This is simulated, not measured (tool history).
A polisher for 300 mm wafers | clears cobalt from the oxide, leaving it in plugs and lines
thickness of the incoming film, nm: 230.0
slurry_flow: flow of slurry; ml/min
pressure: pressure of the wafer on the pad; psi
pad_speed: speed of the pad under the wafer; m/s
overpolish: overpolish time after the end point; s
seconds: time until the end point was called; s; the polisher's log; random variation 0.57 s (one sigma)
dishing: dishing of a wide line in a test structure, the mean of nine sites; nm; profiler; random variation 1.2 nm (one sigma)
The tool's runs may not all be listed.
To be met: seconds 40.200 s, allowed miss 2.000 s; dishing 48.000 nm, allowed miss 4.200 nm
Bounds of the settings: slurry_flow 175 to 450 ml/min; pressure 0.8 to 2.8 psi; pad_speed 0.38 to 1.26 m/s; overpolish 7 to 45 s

run	hour	slurry_flow	pressure	pad_speed	overpolish	seconds	dishing
1	0.0	290	1.8	0.82	23	82.482	38.519
2	7.9	290	1.5	0.82	23	98.681	35.279
3	11.2	290	1.3	0.82	23	114.590	32.150
4	16.7	290	1.5	0.82	22	98.097	34.702
5	17.4	290	1.5	0.94	22	85.686	37.445
6	23.6	220	1.5	0.94	22	90.673	35.637
7	30.4	225	1.6	0.94	21	83.808	38.300
8	34.1	175	2.1	1.10	10	56.583	29.201
# hour 40.7: head pressure recalibrated
9	40.7	175	2.2	1.10	12	48.522	34.971
10	48.6	175	2.2	1.10	13	48.182	36.767
11	55.5	175	2.2	1.10	14	46.455	38.637
12	60.1	175	2.3	1.10	16	45.972	41.708
13	66.9	175	2.4	1.10	17	43.671	46.438
14	70.7	175	2.5	1.10	17	42.402	46.658

5 next moves are on the table. One of them brings every result within its allowed miss. Which?
A	74.5	175	2.7	1.08	17	?	?
B	74.5	225	2.5	0.98	20	?	?
C	74.5	200	2.7	0.96	16	?	?
D	74.5	175	2.4	1.10	20	?	?
E	74.5	175	2.7	1.12	12	?	?

move	seconds	dishing
A	40.140	47.077
B	46.063	47.548
C	44.216	44.351
D	44.243	48.163
E	38.738	41.333
A: meets every target
B: further off than the last run
C: further off than the last run
D: further off than the last run
E: brings the result that was furthest off to its target, and leaves another outside
Move A is the one to make.

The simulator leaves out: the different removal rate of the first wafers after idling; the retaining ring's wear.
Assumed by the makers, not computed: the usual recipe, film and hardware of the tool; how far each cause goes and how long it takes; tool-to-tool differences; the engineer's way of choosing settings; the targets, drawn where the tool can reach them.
